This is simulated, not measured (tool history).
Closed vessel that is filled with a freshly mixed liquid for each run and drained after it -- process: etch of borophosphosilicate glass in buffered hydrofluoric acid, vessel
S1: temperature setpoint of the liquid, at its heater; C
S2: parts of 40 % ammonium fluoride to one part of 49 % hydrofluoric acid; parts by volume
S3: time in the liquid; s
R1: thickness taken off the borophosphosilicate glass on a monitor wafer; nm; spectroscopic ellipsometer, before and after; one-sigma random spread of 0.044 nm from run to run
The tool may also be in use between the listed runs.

Run 1, hour 0.0: S1 23.0 C, S2 21.5 parts by volume, S3 30 s. Result: R1 16.342 nm.
Run 2, hour 8.0: S1 21.5 C, S2 21.5 parts by volume, S3 30 s. Result: R1 14.984 nm.
Run 3, hour 14.4: S1 21.0 C, S2 21.5 parts by volume, S3 30 s. Result: R1 14.665 nm.
Run 4, hour 23.6: S1 23.5 C, S2 21.5 parts by volume, S3 30 s. Result: R1 16.898 nm.
Run 5, hour 31.0: S1 22.0 C, S2 21.5 parts by volume, S3 30 s. Result: R1 15.396 nm.
Run 6, hour 36.7: S1 22.0 C, S2 21.5 parts by volume, S3 30 s. Result: R1 15.463 nm.
Run 7, hour 43.1: S1 21.0 C, S2 21.5 parts by volume, S3 30 s. Result: R1 14.657 nm.
Run 8, hour 50.3: S1 20.5 C, S2 21.5 parts by volume, S3 30 s. Result: R1 14.293 nm.

Expected results for the next run?
Run 9, hour 59.5: S1 20.0 C, S2 21.5 parts by volume, S3 30 s. Result: R1 ?.

For run 9 the tool returned R1 13.903 nm.
